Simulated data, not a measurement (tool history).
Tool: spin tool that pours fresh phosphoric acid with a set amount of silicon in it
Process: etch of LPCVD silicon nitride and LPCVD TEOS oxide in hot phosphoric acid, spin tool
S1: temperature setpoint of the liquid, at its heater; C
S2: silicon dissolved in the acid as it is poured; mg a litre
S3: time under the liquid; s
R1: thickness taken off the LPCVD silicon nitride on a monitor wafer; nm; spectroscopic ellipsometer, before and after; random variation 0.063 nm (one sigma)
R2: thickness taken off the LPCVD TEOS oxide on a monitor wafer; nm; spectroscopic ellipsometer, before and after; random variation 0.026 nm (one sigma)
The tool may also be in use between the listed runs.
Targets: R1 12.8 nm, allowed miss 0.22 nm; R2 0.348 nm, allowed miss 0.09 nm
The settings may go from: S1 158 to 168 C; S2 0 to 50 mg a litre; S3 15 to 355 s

run,hour,S1,S2,S3,R1,R2
1,0,163,22.5,180,16.712,0.38292
2,2,163,13,180,16.759,0.48832
3,4.7,163,13,245,22.953,0.71974
4,8.2,163,3,245,22.875,0.89732
5,12.5,162.5,3.5,235,21.785,0.79187
6,20.6,162,3.5,225,20.295,0.70178
7,22.4,161.5,3,215,19.051,0.61042
8,25.9,161.5,2.5,205,18.233,0.70086
9,32.2,161,4,200,17.425,0.59311
10,33.1,160.5,4.5,195,16.59,0.58404

Which of these 5 next moves meets every target?
A,34,161,16.5,155,?,?
B,34,160.5,15.5,155,?,?
C,34,159,19,140,?,?
D,34,160.5,14,150,?,?
E,34,160.5,3.5,265,?,?

move,R1,R2
A,13.66,0.35514
B,13.433,0.35116
C,11.536,0.25863
D,13,0.35274
E,22.966,0.78276
A: nearer than the last run, and not there yet
B: nearer than the last run, and not there yet
C: takes the result that was furthest off past its target
D: meets every target
E: further off than the last run
The right move is D.
